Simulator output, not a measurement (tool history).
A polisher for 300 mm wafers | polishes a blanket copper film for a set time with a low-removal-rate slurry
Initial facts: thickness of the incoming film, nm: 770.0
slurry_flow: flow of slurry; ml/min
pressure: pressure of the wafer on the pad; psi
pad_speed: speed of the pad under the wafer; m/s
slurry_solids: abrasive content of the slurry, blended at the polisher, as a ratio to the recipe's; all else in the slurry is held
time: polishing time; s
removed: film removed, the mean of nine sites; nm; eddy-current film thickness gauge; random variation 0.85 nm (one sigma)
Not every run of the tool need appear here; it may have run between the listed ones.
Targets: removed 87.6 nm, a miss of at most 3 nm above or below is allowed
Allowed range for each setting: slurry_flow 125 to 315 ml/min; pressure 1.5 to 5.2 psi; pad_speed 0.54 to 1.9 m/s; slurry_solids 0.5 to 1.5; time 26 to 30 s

| run | hour | slurry_flow | pressure | pad_speed | slurry_solids | time | removed |
|---|---|---|---|---|---|---|---|
| 1 | 0 | 205 | 3.3 | 1.22 | 1 | 30 | 119.24 |
| 2 | 1.9 | 205 | 3.3 | 1.22 | 1 | 26 | 102.82 |
| 3 | 8.9 | 165 | 3.3 | 1.22 | 1 | 26 | 99.619 |
| 4 | 9.6 | 165 | 2.5 | 1.22 | 1 | 26 | 78.222 |
| 5 | 10.9 | 175 | 2.5 | 1.22 | 1 | 26 | 79.667 |
| 6 | 15 | 180 | 2.5 | 1.22 | 1 | 26 | 79.262 |
| 7 | 20.5 | 185 | 2.5 | 1.22 | 1 | 26 | 79.984 |
| 8 | 22.7 | 190 | 2.5 | 1.22 | 1 | 26 | 79.42 |
| 9 | 26.9 | 195 | 2.5 | 1.22 | 1 | 26 | 80.814 |
| 10 | 34.3 | 200 | 2.5 | 1.22 | 1 | 26 | 80.796 |
| 11 | 38 | 205 | 2.5 | 1.22 | 1 | 26 | 80.781 |
| 12 | 39.8 | 210 | 2.5 | 1.22 | 1 | 26 | 81.293 |
| 13 | 48.7 | 215 | 2.5 | 1.22 | 1 | 26 | 81.221 |

Of the 5 settings listed for the next run, only one would bring every result within its allowed miss of target. Which one?
| A | 57.6 | 270 | 2.1 | 1.18 | 0.85 | 29 | ? |
| B | 57.6 | 210 | 2.3 | 1.3 | 0.8 | 29 | ? |
| C | 57.6 | 170 | 2.7 | 1.26 | 1 | 28 | ? |
| D | 57.6 | 220 | 2.2 | 1.22 | 1 | 26 | ? |
| E | 57.6 | 200 | 2.6 | 1.26 | 1.15 | 28 | ? |

| move | removed |
|---|---|
| A | 76.321 |
| B | 86.737 |
| C | 94.04 |
| D | 74.009 |
| E | 96.11 |
A: lands further from the targets than the last run did
B: in spec on every target
C: moves the result that the last run missed by most past its target, out the other side
D: lands further from the targets than the last run did
E: moves the result that the last run missed by most past its target, out the other side
So the answer is move B, the one that meets all the targets.
